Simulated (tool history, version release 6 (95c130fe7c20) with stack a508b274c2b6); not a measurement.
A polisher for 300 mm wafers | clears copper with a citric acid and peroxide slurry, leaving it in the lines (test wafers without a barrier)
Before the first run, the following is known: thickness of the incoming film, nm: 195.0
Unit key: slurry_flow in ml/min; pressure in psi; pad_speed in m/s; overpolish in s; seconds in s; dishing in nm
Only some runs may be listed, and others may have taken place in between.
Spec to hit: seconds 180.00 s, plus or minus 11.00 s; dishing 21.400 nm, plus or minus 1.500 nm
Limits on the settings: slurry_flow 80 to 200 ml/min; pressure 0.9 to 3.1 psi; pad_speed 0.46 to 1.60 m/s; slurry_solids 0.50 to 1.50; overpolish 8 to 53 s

run 1 hour=0.0 | slurry_flow=130 pressure=2.0 pad_speed=1.02 slurry_solids=1.00 overpolish=27 | seconds=121.70 dishing=28.690
run 2 hour=4.8 | slurry_flow=130 pressure=1.8 pad_speed=1.02 slurry_solids=1.00 overpolish=27 | seconds=135.09 dishing=27.084
run 3 hour=8.3 | slurry_flow=150 pressure=1.8 pad_speed=1.02 slurry_solids=1.00 overpolish=27 | seconds=132.54 dishing=28.521
run 4 hour=11.6 | slurry_flow=145 pressure=1.7 pad_speed=1.02 slurry_solids=1.00 overpolish=27 | seconds=137.24 dishing=26.371
run 5 hour=12.6 | slurry_flow=140 pressure=1.6 pad_speed=1.02 slurry_solids=1.00 overpolish=28 | seconds=143.52 dishing=26.959
run 6 hour=19.5 | slurry_flow=140 pressure=1.5 pad_speed=1.02 slurry_solids=1.00 overpolish=27 | seconds=154.81 dishing=24.163
-- hour=22.3 head pressure recalibrated
run 7 hour=22.3 | slurry_flow=135 pressure=1.4 pad_speed=1.02 slurry_solids=1.00 overpolish=27 | seconds=150.97 dishing=24.634
run 8 hour=25.4 | slurry_flow=135 pressure=1.3 pad_speed=1.00 slurry_solids=1.00 overpolish=27 | seconds=159.08 dishing=22.875

5 next moves are on the table. One of them brings every result within its allowed miss. Which?
run A hour=28.5 | slurry_flow=140 pressure=1.7 pad_speed=1.00 slurry_solids=1.00 overpolish=27 | seconds=? dishing=?
run B hour=28.5 | slurry_flow=195 pressure=1.8 pad_speed=0.88 slurry_solids=1.10 overpolish=25 | seconds=? dishing=?
run C hour=28.5 | slurry_flow=130 pressure=1.6 pad_speed=1.02 slurry_solids=1.00 overpolish=20 | seconds=? dishing=?
run D hour=28.5 | slurry_flow=135 pressure=1.2 pad_speed=0.96 slurry_solids=0.80 overpolish=28 | seconds=? dishing=?
run E hour=28.5 | slurry_flow=135 pressure=1.2 pad_speed=0.94 slurry_solids=0.85 overpolish=37 | seconds=? dishing=?

move=A seconds=137.99 dishing=27.335
move=B seconds=139.95 dishing=25.380
move=C seconds=143.45 dishing=20.408
move=D seconds=187.49 dishing=21.525
move=E seconds=189.92 dishing=26.949
A: the biggest miss grows against the last run
B: the biggest miss grows against the last run
C: the biggest miss grows against the last run
D: each result inside its tolerance
E: puts the biggest miss on target and leaves a different result outside tolerance
D is the move that brings every result within its allowed miss.
